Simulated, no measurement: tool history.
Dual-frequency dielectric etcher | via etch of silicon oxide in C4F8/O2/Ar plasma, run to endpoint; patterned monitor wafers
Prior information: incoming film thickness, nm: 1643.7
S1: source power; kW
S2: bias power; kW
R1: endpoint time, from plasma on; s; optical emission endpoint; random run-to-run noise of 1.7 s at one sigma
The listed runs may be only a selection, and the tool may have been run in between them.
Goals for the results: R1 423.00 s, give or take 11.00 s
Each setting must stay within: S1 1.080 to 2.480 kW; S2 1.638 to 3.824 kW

run	hour	S1	S2	R1
1	0.0	1.780	2.731	332.06
2	0.8	1.780	3.141	314.41
3	6.7	1.780	3.341	304.58
4	12.1	1.650	3.123	322.40
5	17.2	1.920	3.123	305.48
6	18.3	1.780	2.915	323.71
7	25.0	1.660	2.745	338.96
8	33.0	1.560	2.599	355.35
9	37.6	1.480	2.503	366.97
10	38.7	1.410	2.429	377.33
11	46.4	1.080	2.032	448.01
12	55.1	1.110	2.042	443.59
13	55.8	1.130	2.050	439.34
14	59.9	1.150	2.057	436.80

Of the 4 settings listed for the next run, only one would bring every result within its allowed miss of target. Which one?
A	64.0	1.080	2.013	?
B	64.0	1.160	1.881	?
C	64.0	1.190	1.900	?
D	64.0	1.250	2.052	?

move	R1
A	450.21
B	454.22
C	448.29
D	425.51
A: its largest miss is bigger than the last run's
B: its largest miss is bigger than the last run's
C: its largest miss is bigger than the last run's
D: hits every target within its allowed miss
The right move is D.
